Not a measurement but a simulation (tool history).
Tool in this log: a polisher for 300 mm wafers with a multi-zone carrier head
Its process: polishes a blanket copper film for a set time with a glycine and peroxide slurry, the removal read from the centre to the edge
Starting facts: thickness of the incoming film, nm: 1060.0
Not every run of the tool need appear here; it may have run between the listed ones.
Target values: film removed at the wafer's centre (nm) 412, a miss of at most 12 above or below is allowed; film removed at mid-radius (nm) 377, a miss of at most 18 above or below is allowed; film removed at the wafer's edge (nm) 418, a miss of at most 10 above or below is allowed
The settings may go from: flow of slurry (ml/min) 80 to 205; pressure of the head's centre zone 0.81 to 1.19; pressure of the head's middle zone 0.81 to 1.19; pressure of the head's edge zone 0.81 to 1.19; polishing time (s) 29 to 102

run  hour  flow of slurry (ml/min)  pressure of the head's centre zone  pressure of the head's middle zone  pressure of the head's edge zone  polishing time (s)  film removed at the wafer's centre (nm)  film removed at mid-radius (nm)  film removed at the wafer's edge (nm)
  1     0                      135                                   1                                   1                                 1                  65                                   313.46                           314.38                                 309.64
  2   2.3                      135                                   1                                   1                                 1                  79                                   375.35                           370.68                                 379.84
  3  10.4                      135                                   1                                   1                              0.93                  79                                    376.6                           372.43                                  364.7
  4  10.9                      135                                1.06                                   1                              0.93                  79                                    399.4                           367.71                                 361.01
  5  15.4                      135                                1.03                                   1                              0.93                  79                                   385.44                           375.59                                 363.62
  6  21.6                      135                                1.03                                1.07                              0.93                  79                                   387.76                           403.63                                 360.69
  7  29.5                      140                                1.03                                1.06                              0.94                  79                                   389.29                           387.12                                 367.85
  8  31.5                      175                                   1                                1.03                              1.04                  80                                   389.37                           398.23                                 393.14
  9  36.7                      175                                   1                                1.02                              1.05                  80                                    393.4                           395.21                                 398.16
 10  39.5                      175                                   1                                1.02                              1.05                  80                                   397.83                           392.29                                 397.65
 11  41.4                      175                                   1                                1.01                              1.06                  80                                   393.52                           393.76                                 404.51
 12  45.5                      175                                   1                                   1                              1.06                  80                                   395.55                           388.58                                 398.55
 13  50.4                      175                                   1                                   1                              1.07                  80                                   390.62                           394.29                                 404.61
 14  57.1                      175                                1.01                                0.99                              1.07                  80                                   404.64                           382.04                                 399.83
 15  59.8                      185                                   1                                0.96                              1.14                  80                                   394.23                           382.12                                 417.06

Exactly one of the 4 candidate moves below puts every result within its allowed miss. Which one?
  A  62.5                      190                                0.96                                 0.9                               1.1                  81                                        ?                                ?                                      ?
  B  62.5                      200                                1.02                                0.95                              1.13                  80                                        ?                                ?                                      ?
  C  62.5                      190                                0.95                                1.01                              1.12                  81                                        ?                                ?                                      ?
  D  62.5                      180                                0.95                                0.94                              1.19                  80                                        ?                                ?                                      ?

move  film removed at the wafer's centre (nm)  film removed at mid-radius (nm)  film removed at the wafer's edge (nm)
   A                                   384.41                           360.28                                 414.65
   B                                   406.51                           374.38                                 416.77
   C                                   380.67                           396.83                                 417.85
   D                                   373.01                           366.51                                 424.21
A: the biggest miss grows against the last run
B: all results land within tolerance of their targets
C: the biggest miss grows against the last run
D: the biggest miss grows against the last run
B meets every target.
